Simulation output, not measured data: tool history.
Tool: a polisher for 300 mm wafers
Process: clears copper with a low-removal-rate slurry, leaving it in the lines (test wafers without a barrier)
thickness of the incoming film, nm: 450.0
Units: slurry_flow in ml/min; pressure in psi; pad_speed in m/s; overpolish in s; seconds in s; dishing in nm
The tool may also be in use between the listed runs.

run,hour,slurry_flow,pressure,pad_speed,slurry_solids,overpolish,seconds,dishing
1,0.0,175,3.0,0.88,1.0,13,184.50,22.857
2,8.8,170,3.2,0.88,1.0,15,173.77,26.708
3,13.7,170,3.2,0.88,1.0,19,179.85,33.534
4,18.7,210,3.2,0.88,1.0,19,174.68,34.735
5,24.0,210,3.3,0.88,1.0,18,170.90,33.378
6,30.7,210,3.3,0.68,1.0,18,220.40,27.501
7,36.2,210,3.4,0.68,1.0,18,213.86,27.960
8,41.1,210,3.5,0.68,1.0,18,208.95,28.750
9,49.0,210,3.6,0.68,1.0,18,202.72,28.385
10,52.1,210,3.7,0.68,1.0,18,199.13,29.831

The next listed run, before its measurement:
11,58.7,210,3.8,0.68,1.0,18,?,?

Run 11 gave seconds 194.09 s, dishing 29.316 nm.

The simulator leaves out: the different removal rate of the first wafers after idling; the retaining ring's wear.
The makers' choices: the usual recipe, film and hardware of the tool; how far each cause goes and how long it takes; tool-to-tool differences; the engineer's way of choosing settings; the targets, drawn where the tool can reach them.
